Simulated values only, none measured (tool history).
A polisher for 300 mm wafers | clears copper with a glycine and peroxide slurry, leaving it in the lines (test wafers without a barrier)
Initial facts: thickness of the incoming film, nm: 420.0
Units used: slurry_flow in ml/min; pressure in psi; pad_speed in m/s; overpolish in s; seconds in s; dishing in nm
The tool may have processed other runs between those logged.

run	hour	slurry_flow	pressure	pad_speed	overpolish	seconds	dishing
1	0.0	185	3.4	0.90	23	63.150	62.083
2	1.0	185	3.6	0.90	24	59.402	63.844
3	8.4	185	3.6	1.02	24	54.650	66.856
4	16.4	185	2.8	1.02	24	67.523	62.112
5	20.4	205	2.8	1.02	24	67.176	60.474
6	26.7	205	2.8	0.86	24	77.621	61.356
7	32.2	205	3.1	0.86	25	71.375	65.619
8	40.1	205	3.4	0.86	25	66.019	64.544

The next listed run, before its measurement:
9	44.6	205	3.6	0.86	26	?	?

seconds: 63.095 s
dishing: 65.077 nm

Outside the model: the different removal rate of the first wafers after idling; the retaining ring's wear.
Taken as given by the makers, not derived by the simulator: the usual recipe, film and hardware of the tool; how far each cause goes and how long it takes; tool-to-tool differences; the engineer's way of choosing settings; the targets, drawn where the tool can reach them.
